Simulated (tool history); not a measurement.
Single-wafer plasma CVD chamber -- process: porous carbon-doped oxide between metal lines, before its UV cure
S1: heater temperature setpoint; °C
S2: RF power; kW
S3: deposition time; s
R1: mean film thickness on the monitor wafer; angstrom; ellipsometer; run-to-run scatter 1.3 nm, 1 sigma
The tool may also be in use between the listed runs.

run 1 hour=0 | S1=285 S2=0.49 S3=32.5 | R1=1885.6
run 2 hour=7 | S1=282 S2=0.495 S3=32.5 | R1=1930
run 3 hour=10.9 | S1=279 S2=0.5 S3=32.5 | R1=1981.3
run 4 hour=19.6 | S1=279 S2=0.45 S3=32.5 | R1=1809.8
run 5 hour=24.9 | S1=279 S2=0.45 S3=31 | R1=1702.3
run 6 hour=30 | S1=277 S2=0.465 S3=31 | R1=1801.1
run 7 hour=36.7 | S1=275 S2=0.475 S3=31 | R1=1861.5
run 8 hour=41.8 | S1=273 S2=0.48 S3=31 | R1=1873.3

What will run 9 give?
run 9 hour=50.5 | S1=272 S2=0.49 S3=31 | R1=?

{"run 9": {"R1": 1923.9}}

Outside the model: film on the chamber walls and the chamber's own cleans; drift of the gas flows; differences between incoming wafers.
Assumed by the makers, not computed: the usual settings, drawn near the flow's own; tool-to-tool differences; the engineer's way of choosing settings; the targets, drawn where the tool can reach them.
